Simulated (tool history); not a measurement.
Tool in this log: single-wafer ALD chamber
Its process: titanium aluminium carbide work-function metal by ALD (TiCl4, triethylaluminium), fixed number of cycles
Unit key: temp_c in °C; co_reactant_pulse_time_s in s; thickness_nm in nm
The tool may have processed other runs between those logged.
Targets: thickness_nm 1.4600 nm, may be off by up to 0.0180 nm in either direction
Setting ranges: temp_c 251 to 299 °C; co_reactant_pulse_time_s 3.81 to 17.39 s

run 1 hour=0.0 | temp_c=275 co_reactant_pulse_time_s=10.60 | thickness_nm=1.7838
run 2 hour=3.1 | temp_c=275 co_reactant_pulse_time_s=11.71 | thickness_nm=1.7976
run 3 hour=11.5 | temp_c=265 co_reactant_pulse_time_s=11.71 | thickness_nm=1.7046
run 4 hour=13.5 | temp_c=263 co_reactant_pulse_time_s=10.40 | thickness_nm=1.6643
run 5 hour=20.1 | temp_c=261 co_reactant_pulse_time_s=9.31 | thickness_nm=1.6139
run 6 hour=26.9 | temp_c=259 co_reactant_pulse_time_s=8.77 | thickness_nm=1.5877
run 7 hour=34.8 | temp_c=258 co_reactant_pulse_time_s=8.27 | thickness_nm=1.5663
run 8 hour=37.9 | temp_c=257 co_reactant_pulse_time_s=7.89 | thickness_nm=1.5463
run 9 hour=46.8 | temp_c=256 co_reactant_pulse_time_s=7.62 | thickness_nm=1.5222
run 10 hour=48.2 | temp_c=255 co_reactant_pulse_time_s=7.48 | thickness_nm=1.5003
run 11 hour=56.0 | temp_c=254 co_reactant_pulse_time_s=7.45 | thickness_nm=1.4946
run 12 hour=58.5 | temp_c=254 co_reactant_pulse_time_s=7.40 | thickness_nm=1.4954
run 13 hour=59.8 | temp_c=254 co_reactant_pulse_time_s=7.34 | thickness_nm=1.4865
run 14 hour=66.3 | temp_c=254 co_reactant_pulse_time_s=7.33 | thickness_nm=1.4959
run 15 hour=74.5 | temp_c=254 co_reactant_pulse_time_s=7.27 | thickness_nm=1.4886
run 16 hour=77.7 | temp_c=254 co_reactant_pulse_time_s=7.26 | thickness_nm=1.4858
run 17 hour=85.9 | temp_c=254 co_reactant_pulse_time_s=7.25 | thickness_nm=1.4832
run 18 hour=88.7 | temp_c=254 co_reactant_pulse_time_s=7.24 | thickness_nm=1.4874
run 19 hour=92.3 | temp_c=254 co_reactant_pulse_time_s=7.23 | thickness_nm=1.4976

Consider the 5 candidate settings below. Which is the only one whose results all fall within their allowed miss of target?
run A hour=95.9 | temp_c=254 co_reactant_pulse_time_s=6.59 | thickness_nm=?
run B hour=95.9 | temp_c=251 co_reactant_pulse_time_s=8.02 | thickness_nm=?
run C hour=95.9 | temp_c=261 co_reactant_pulse_time_s=6.55 | thickness_nm=?
run D hour=95.9 | temp_c=260 co_reactant_pulse_time_s=8.31 | thickness_nm=?
run E hour=95.9 | temp_c=258 co_reactant_pulse_time_s=7.39 | thickness_nm=?

move=A thickness_nm=1.4515
move=B thickness_nm=1.5103
move=C thickness_nm=1.5095
move=D thickness_nm=1.5831
move=E thickness_nm=1.5286
A: every result within its allowed miss
B: lands further from the targets than the last run did
C: lands further from the targets than the last run did
D: lands further from the targets than the last run did
E: lands further from the targets than the last run did
A is the move that brings every result within its allowed miss.
